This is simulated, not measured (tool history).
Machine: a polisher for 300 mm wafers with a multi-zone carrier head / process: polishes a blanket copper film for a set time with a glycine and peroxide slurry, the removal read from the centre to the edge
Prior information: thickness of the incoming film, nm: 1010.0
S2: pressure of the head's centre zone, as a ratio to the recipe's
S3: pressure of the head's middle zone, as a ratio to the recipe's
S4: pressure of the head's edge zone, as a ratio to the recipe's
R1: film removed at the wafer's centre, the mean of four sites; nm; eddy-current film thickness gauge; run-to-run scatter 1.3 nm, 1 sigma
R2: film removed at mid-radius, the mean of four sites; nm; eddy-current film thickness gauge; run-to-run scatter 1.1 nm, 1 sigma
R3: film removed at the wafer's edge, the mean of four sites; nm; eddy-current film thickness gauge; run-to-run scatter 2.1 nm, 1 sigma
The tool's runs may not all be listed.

run 1 hour=0 | flow_of_slurry_(ml/min)=255 S2=1 S3=1 S4=1 polishing_time_(s)=39 | R1=245.75 R2=245.5 R3=251.17
run 2 hour=2.2 | flow_of_slurry_(ml/min)=255 S2=0.96 S3=1 S4=1 polishing_time_(s)=39 | R1=234.31 R2=250.77 R3=251.39
run 3 hour=7.9 | flow_of_slurry_(ml/min)=250 S2=0.96 S3=0.98 S4=0.96 polishing_time_(s)=37 | R1=223.12 R2=233.09 R3=235.52
run 4 hour=8.7 | flow_of_slurry_(ml/min)=250 S2=0.96 S3=0.97 S4=0.93 polishing_time_(s)=35 | R1=213.34 R2=217.12 R3=222.14
run 5 hour=17.3 | flow_of_slurry_(ml/min)=250 S2=0.96 S3=0.97 S4=0.93 polishing_time_(s)=31 | R1=187.93 R2=193.31 R3=197.82
run 6 hour=20.1 | flow_of_slurry_(ml/min)=245 S2=0.96 S3=0.97 S4=0.91 polishing_time_(s)=30 | R1=181.59 R2=183.93 R3=188.13

What will run 7 give?
run 7 hour=22.8 | flow_of_slurry_(ml/min)=235 S2=0.96 S3=0.97 S4=0.9 polishing_time_(s)=30 | R1=? R2=? R3=?

{"run 7": {"R1": 181.02, "R2": 186.43, "R3": 185}}

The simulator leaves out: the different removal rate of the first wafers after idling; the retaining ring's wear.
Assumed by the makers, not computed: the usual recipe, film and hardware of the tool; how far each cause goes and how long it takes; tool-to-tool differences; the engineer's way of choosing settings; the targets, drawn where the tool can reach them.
